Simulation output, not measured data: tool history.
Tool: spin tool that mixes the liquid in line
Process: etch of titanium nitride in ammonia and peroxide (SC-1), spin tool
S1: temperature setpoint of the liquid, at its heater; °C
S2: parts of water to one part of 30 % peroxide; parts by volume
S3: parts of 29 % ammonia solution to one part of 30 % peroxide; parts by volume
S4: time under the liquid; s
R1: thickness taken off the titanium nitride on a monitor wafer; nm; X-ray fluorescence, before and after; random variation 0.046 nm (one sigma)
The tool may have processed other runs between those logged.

{"run": 1, "hour": 0.0, "S1": 60, "S2": 10.5, "S3": 0.4, "S4": 80, "R1": 7.9648}
{"run": 2, "hour": 3.9, "S1": 60, "S2": 10.5, "S3": 0.4, "S4": 80, "R1": 7.9177}
{"run": 3, "hour": 11.5, "S1": 60, "S2": 10.5, "S3": 0.4, "S4": 80, "R1": 7.9133}
{"run": 4, "hour": 17.3, "S1": 53.5, "S2": 10.5, "S3": 0.4, "S4": 80, "R1": 5.0714}
{"run": 5, "hour": 21.9, "S1": 53.5, "S2": 12, "S3": 0.4, "S4": 80, "R1": 4.712}
{"run": 6, "hour": 25.4, "S1": 53.5, "S2": 12, "S3": 0.4, "S4": 80, "R1": 4.6892}
{"run": 7, "hour": 33.2, "S1": 54, "S2": 12, "S3": 0.4, "S4": 80, "R1": 4.8295}

For run 8, what comes out?
{"run": 8, "hour": 34.7, "S1": 54.5, "S2": 12, "S3": 0.4, "S4": 80, "R1": "?"}

R1: 5.1476 nm
